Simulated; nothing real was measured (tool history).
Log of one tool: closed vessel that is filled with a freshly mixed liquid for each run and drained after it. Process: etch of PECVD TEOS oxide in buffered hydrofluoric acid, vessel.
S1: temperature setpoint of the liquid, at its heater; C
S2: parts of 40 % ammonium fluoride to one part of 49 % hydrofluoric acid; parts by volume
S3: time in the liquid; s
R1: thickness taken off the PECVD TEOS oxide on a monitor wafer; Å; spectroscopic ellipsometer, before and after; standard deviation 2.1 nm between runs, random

Run 1, day 0.000: S1 21.0 C, S2 7.5 parts by volume, S3 95 s. Result: R1 2578.0 Å.
Run 2, day 0.129: S1 22.0 C, S2 7.5 parts by volume, S3 95 s. Result: R1 2742.3 Å.
Run 3, day 0.208: S1 23.0 C, S2 7.5 parts by volume, S3 95 s. Result: R1 2897.7 Å.
Run 4, day 0.571: S1 24.0 C, S2 7.5 parts by volume, S3 95 s. Result: R1 3053.7 Å.
Run 5, day 0.667: S1 24.0 C, S2 7.5 parts by volume, S3 100 s. Result: R1 3214.0 Å.
Run 6, day 0.808: S1 24.5 C, S2 7.5 parts by volume, S3 100 s. Result: R1 3316.1 Å.
Run 7, day 0.950: S1 25.0 C, S2 7.5 parts by volume, S3 100 s. Result: R1 3427.0 Å.

Expected results for the next run?
Run 8, day 1.050: S1 25.5 C, S2 7.5 parts by volume, S3 100 s. Result: R1 ?.

{"run 8": {"R1": 3487.2}}

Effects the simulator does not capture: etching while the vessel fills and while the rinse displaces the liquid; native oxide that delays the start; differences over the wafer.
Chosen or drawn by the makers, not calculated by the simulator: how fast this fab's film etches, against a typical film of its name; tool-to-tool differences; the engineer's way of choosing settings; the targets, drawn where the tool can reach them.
